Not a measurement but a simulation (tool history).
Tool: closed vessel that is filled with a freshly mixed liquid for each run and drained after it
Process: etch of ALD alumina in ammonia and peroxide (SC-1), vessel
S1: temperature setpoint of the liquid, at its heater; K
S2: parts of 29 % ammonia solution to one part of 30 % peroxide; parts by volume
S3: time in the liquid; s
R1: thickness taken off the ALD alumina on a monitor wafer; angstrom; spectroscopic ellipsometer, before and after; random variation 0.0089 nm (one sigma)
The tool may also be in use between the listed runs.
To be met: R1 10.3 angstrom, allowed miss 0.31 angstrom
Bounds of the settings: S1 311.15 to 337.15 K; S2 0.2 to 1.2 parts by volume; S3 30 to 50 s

{"run": 1, "hour": 0.0, "S1": 321.15, "S2": 0.7, "S3": 50, "R1": 17.96}
{"run": 2, "hour": 6.1, "S1": 318.65, "S2": 0.7, "S3": 50, "R1": 15.842}
{"run": 3, "hour": 8.1, "S1": 316.65, "S2": 0.7, "S3": 50, "R1": 13.92}
{"run": 4, "hour": 17.1, "S1": 323.15, "S2": 0.7, "S3": 50, "R1": 20.273}
{"run": 5, "hour": 22.9, "S1": 323.15, "S2": 0.8, "S3": 50, "R1": 20.547}
{"run": 6, "hour": 25.5, "S1": 320.15, "S2": 0.8, "S3": 50, "R1": 17.219}
{"run": 7, "hour": 26.5, "S1": 317.65, "S2": 0.8, "S3": 50, "R1": 14.984}
{"run": 8, "hour": 31.1, "S1": 315.65, "S2": 0.8, "S3": 50, "R1": 13.408}
{"run": 9, "hour": 32.2, "S1": 314.65, "S2": 0.8, "S3": 50, "R1": 12.652}
{"run": 10, "hour": 40.2, "S1": 313.65, "S2": 0.8, "S3": 50, "R1": 11.903}

Which of these 4 next moves meets every target?
{"run": "A", "hour": 48.2, "S1": 317.65, "S2": 0.45, "S3": 50, "R1": "?"}
{"run": "B", "hour": 48.2, "S1": 311.15, "S2": 0.75, "S3": 50, "R1": "?"}
{"run": "C", "hour": 48.2, "S1": 319.15, "S2": 0.8, "S3": 30, "R1": "?"}
{"run": "D", "hour": 48.2, "S1": 318.65, "S2": 0.9, "S3": 30, "R1": "?"}

move=A R1=14.103
move=B R1=10.124
move=C R1=9.7351
move=D R1=9.5703
A: further off than the last run
B: meets every target
C: takes the result that was furthest off past its target
D: takes the result that was furthest off past its target
The right move is B.
